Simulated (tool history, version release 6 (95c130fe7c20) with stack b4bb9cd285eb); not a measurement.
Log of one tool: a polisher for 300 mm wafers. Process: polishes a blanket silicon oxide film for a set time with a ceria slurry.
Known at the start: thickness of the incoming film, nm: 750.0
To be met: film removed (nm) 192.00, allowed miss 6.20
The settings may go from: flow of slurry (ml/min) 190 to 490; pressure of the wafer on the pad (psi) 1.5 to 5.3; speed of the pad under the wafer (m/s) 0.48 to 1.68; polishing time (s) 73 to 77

run,day,flow of slurry (ml/min),pressure of the wafer on the pad (psi),speed of the pad under the wafer (m/s),polishing time (s),film removed (nm)
1,0.000,315,3.4,1.08,73,328.43
2,0.375,315,3.4,1.08,77,342.58
3,0.708,315,2.8,1.08,77,283.92
4,1.042,315,2.6,1.08,77,268.27
5,1.196,395,2.6,1.08,77,271.08
6,1.275,395,2.5,1.08,77,262.26
7,1.404,395,2.4,1.08,77,249.85
8,1.612,395,1.5,1.06,77,158.50
9,1.904,400,1.6,1.06,77,166.85
10,2.217,400,1.6,1.06,77,166.76

5 next moves are on the table. One of them brings every result within its allowed miss. Which?
A,2.529,405,2.0,1.10,77,?
B,2.529,425,2.1,1.00,77,?
C,2.529,400,1.7,1.26,76,?
D,2.529,395,1.8,1.08,77,?
E,2.529,345,2.2,0.96,77,?

move,film removed (nm)
A,211.94
B,203.08
C,204.52
D,188.08
E,200.92
A: takes the result that was furthest off past its target
B: takes the result that was furthest off past its target
C: takes the result that was furthest off past its target
D: meets every target
E: takes the result that was furthest off past its target
The right move is D.

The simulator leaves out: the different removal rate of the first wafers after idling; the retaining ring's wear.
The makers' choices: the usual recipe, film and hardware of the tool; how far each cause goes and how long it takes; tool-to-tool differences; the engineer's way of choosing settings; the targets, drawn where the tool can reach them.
